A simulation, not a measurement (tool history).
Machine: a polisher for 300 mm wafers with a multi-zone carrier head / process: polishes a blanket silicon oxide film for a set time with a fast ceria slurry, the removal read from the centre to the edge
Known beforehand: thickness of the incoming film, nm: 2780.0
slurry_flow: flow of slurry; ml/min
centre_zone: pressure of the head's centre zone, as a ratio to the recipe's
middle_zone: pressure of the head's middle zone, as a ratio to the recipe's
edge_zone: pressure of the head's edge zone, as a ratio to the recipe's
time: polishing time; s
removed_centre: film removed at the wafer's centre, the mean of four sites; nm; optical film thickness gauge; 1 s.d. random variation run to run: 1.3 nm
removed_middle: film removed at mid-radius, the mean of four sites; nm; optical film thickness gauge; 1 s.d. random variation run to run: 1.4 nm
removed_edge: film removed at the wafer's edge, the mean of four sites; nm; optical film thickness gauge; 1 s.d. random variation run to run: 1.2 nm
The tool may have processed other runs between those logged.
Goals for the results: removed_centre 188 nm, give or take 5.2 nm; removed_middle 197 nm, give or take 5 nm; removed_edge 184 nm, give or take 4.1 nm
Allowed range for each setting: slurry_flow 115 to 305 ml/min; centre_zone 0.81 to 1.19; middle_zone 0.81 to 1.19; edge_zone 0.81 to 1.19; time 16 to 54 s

{"run": 1, "hour": 0.0, "slurry_flow": 195, "centre_zone": 1, "middle_zone": 1, "edge_zone": 1, "time": 35, "removed_centre": 353.48, "removed_middle": 347.06, "removed_edge": 352.98}
{"run": 2, "hour": 3.0, "slurry_flow": 155, "centre_zone": 1, "middle_zone": 1, "edge_zone": 1, "time": 35, "removed_centre": 342.01, "removed_middle": 332.32, "removed_edge": 343.73}
{"run": 3, "hour": 8.1, "slurry_flow": 155, "centre_zone": 1, "middle_zone": 0.92, "edge_zone": 1, "time": 35, "removed_centre": 335.91, "removed_middle": 312.63, "removed_edge": 340.56}
{"run": 4, "hour": 15.1, "slurry_flow": 155, "centre_zone": 1, "middle_zone": 0.92, "edge_zone": 1, "time": 42, "removed_centre": 405.09, "removed_middle": 381.51, "removed_edge": 407.02}
{"run": 5, "hour": 22.7, "slurry_flow": 155, "centre_zone": 1, "middle_zone": 0.92, "edge_zone": 1, "time": 34, "removed_centre": 330.19, "removed_middle": 302.68, "removed_edge": 331.54}
{"run": 6, "hour": 31.6, "slurry_flow": 200, "centre_zone": 1, "middle_zone": 0.92, "edge_zone": 1, "time": 34, "removed_centre": 342.84, "removed_middle": 317.28, "removed_edge": 338.9}
{"run": 7, "hour": 36.8, "slurry_flow": 195, "centre_zone": 0.91, "middle_zone": 0.98, "edge_zone": 0.9, "time": 24, "removed_centre": 221.55, "removed_middle": 237.26, "removed_edge": 227.71}
{"run": 8, "hour": 39.0, "slurry_flow": 195, "centre_zone": 0.91, "middle_zone": 0.98, "edge_zone": 0.9, "time": 24, "removed_centre": 224.15, "removed_middle": 236.79, "removed_edge": 231.02}
{"run": 9, "hour": 45.5, "slurry_flow": 195, "centre_zone": 0.91, "middle_zone": 0.98, "edge_zone": 0.89, "time": 23, "removed_centre": 214.48, "removed_middle": 226.62, "removed_edge": 220.22}
{"run": 10, "hour": 48.0, "slurry_flow": 195, "centre_zone": 0.91, "middle_zone": 0.98, "edge_zone": 0.88, "time": 23, "removed_centre": 216.55, "removed_middle": 225.63, "removed_edge": 217.66}
{"run": 11, "hour": 50.0, "slurry_flow": 190, "centre_zone": 0.91, "middle_zone": 0.98, "edge_zone": 0.87, "time": 23, "removed_centre": 210.99, "removed_middle": 226.09, "removed_edge": 216.91}
{"run": 12, "hour": 51.8, "slurry_flow": 190, "centre_zone": 0.91, "middle_zone": 0.98, "edge_zone": 0.86, "time": 23, "removed_centre": 212.49, "removed_middle": 228, "removed_edge": 217.11}
{"run": 13, "hour": 56.6, "slurry_flow": 195, "centre_zone": 0.91, "middle_zone": 0.98, "edge_zone": 0.86, "time": 22, "removed_centre": 205.18, "removed_middle": 216.21, "removed_edge": 204.1}
{"run": 14, "hour": 57.3, "slurry_flow": 190, "centre_zone": 0.91, "middle_zone": 0.98, "edge_zone": 0.85, "time": 22, "removed_centre": 207.09, "removed_middle": 215.16, "removed_edge": 204.07}
{"run": 15, "hour": 63.9, "slurry_flow": 185, "centre_zone": 0.91, "middle_zone": 0.98, "edge_zone": 0.85, "time": 22, "removed_centre": 204.18, "removed_middle": 215.81, "removed_edge": 202.35}
{"run": 16, "hour": 70.3, "slurry_flow": 180, "centre_zone": 0.91, "middle_zone": 0.98, "edge_zone": 0.85, "time": 22, "removed_centre": 203.43, "removed_middle": 216.15, "removed_edge": 204.88}
{"run": 17, "hour": 73.8, "slurry_flow": 180, "centre_zone": 0.92, "middle_zone": 0.97, "edge_zone": 0.81, "time": 18, "removed_centre": 165.59, "removed_middle": 173.09, "removed_edge": 164.45}
{"run": 18, "hour": 79.3, "slurry_flow": 180, "centre_zone": 0.92, "middle_zone": 0.97, "edge_zone": 0.81, "time": 18, "removed_centre": 167.4, "removed_middle": 173.68, "removed_edge": 163.88}
{"run": 19, "hour": 88.1, "slurry_flow": 190, "centre_zone": 0.92, "middle_zone": 0.97, "edge_zone": 0.81, "time": 18, "removed_centre": 170.54, "removed_middle": 173.96, "removed_edge": 164.2}
{"run": 20, "hour": 94.4, "slurry_flow": 245, "centre_zone": 0.91, "middle_zone": 1.05, "edge_zone": 0.91, "time": 19, "removed_centre": 183.11, "removed_middle": 205.26, "removed_edge": 185.27}

5 next moves are on the table. One of them brings every result within its allowed miss. Which?
{"run": "A", "hour": 100.7, "slurry_flow": 225, "centre_zone": 0.94, "middle_zone": 1.01, "edge_zone": 0.89, "time": 19, "removed_centre": "?", "removed_middle": "?", "removed_edge": "?"}
{"run": "B", "hour": 100.7, "slurry_flow": 240, "centre_zone": 0.94, "middle_zone": 1.14, "edge_zone": 0.88, "time": 19, "removed_centre": "?", "removed_middle": "?", "removed_edge": "?"}
{"run": "C", "hour": 100.7, "slurry_flow": 215, "centre_zone": 0.85, "middle_zone": 1.04, "edge_zone": 0.9, "time": 20, "removed_centre": "?", "removed_middle": "?", "removed_edge": "?"}
{"run": "D", "hour": 100.7, "slurry_flow": 240, "centre_zone": 0.99, "middle_zone": 0.91, "edge_zone": 0.96, "time": 19, "removed_centre": "?", "removed_middle": "?", "removed_edge": "?"}
{"run": "E", "hour": 100.7, "slurry_flow": 240, "centre_zone": 0.91, "middle_zone": 1.07, "edge_zone": 0.91, "time": 19, "removed_centre": "?", "removed_middle": "?", "removed_edge": "?"}

move=A removed_centre=185.38 removed_middle=197.78 removed_edge=184.28
move=B removed_centre=187.34 removed_middle=221.21 removed_edge=184.21
move=C removed_centre=177.71 removed_middle=212.12 removed_edge=193.95
move=D removed_centre=195.65 removed_middle=182.74 removed_edge=192.38
move=E removed_centre=182.07 removed_middle=209.54 removed_edge=187.23
A: all results land within tolerance of their targets
B: moves away from the targets compared with the last run
C: moves away from the targets compared with the last run
D: moves the result that the last run missed by most past its target, out the other side
E: moves away from the targets compared with the last run
The right move is A.

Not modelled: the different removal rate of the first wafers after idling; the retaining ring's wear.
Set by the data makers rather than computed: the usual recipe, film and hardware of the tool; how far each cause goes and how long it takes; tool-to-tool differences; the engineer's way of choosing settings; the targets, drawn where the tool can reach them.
